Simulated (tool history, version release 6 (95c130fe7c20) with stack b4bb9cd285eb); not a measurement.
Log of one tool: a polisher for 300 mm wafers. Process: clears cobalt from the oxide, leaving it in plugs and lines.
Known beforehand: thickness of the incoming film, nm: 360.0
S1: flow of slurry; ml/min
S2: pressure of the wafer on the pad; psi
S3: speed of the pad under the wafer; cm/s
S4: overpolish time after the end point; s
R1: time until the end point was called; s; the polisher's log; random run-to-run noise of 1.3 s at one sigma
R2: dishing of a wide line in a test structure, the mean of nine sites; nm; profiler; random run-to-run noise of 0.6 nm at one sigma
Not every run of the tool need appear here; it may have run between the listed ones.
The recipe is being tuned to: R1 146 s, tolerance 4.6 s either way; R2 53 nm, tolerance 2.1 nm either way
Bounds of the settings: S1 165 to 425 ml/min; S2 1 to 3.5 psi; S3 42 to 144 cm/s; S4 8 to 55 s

run,day,S1,S2,S3,S4,R1,R2
1,0,275,2.2,92,28,100.23,53.842
2,0.171,305,2.2,92,28,99.436,53.489
3,0.412,305,2.1,92,29,103.57,52.857
4,0.467,305,2,92,30,108.76,53.803
5,0.546,305,1.9,92,30,113.84,52.085
6,0.75,305,1.9,114,30,96.581,55.258
7,0.954,305,1.8,114,31,100.72,54.34
# day 1.162: slurry nozzle cleaned
8,1.162,305,1.7,114,32,100.93,56.902
9,1.4,305,1.6,112,32,108.52,54.516
10,1.704,305,1.5,112,33,114.65,53.259
11,1.879,305,1.4,112,34,123.22,53.4

Consider the 5 candidate settings below. Which is the only one whose results all fall within their allowed miss of target?
A,2.054,285,1.1,120,40,?,?
B,2.054,340,1.4,132,31,?,?
C,2.054,320,1.3,98,49,?,?
D,2.054,235,1.9,70,37,?,?
E,2.054,295,1.5,92,36,?,?

move,R1,R2
A,148.92,52.908
B,108.14,53.919
C,146.67,56.79
D,133.74,53.376
E,135.08,52.681
A: all results in spec
B: the biggest miss grows against the last run
C: brings the last run's worst result on target, with another outside its allowed miss
D: gains on the last run, yet a result remains outside its allowed miss
E: gains on the last run, yet a result remains outside its allowed miss
The right move is A.
